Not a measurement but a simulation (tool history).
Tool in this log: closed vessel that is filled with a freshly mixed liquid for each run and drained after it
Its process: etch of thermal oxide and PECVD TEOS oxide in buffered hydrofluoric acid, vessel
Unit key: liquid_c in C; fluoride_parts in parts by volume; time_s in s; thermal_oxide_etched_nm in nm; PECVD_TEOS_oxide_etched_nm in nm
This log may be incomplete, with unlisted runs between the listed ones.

run,hour,liquid_c,fluoride_parts,time_s,thermal_oxide_etched_nm,PECVD_TEOS_oxide_etched_nm
1,0.0,25.0,11.5,60,62.543,106.18
2,1.2,26.5,11.5,60,67.941,115.34
3,8.6,28.0,11.5,60,72.679,124.63
4,14.6,28.0,9.0,60,89.101,152.39
5,20.5,31.0,9.0,60,105.330,179.55
6,23.1,29.0,9.0,60,94.340,161.62
7,32.0,28.5,9.0,60,92.175,154.80

What does the tool deliver on the next run?
8,37.8,28.0,9.0,60,?,?

Run 8 came out at thermal_oxide_etched_nm 89.201 nm, PECVD_TEOS_oxide_etched_nm 150.95 nm.
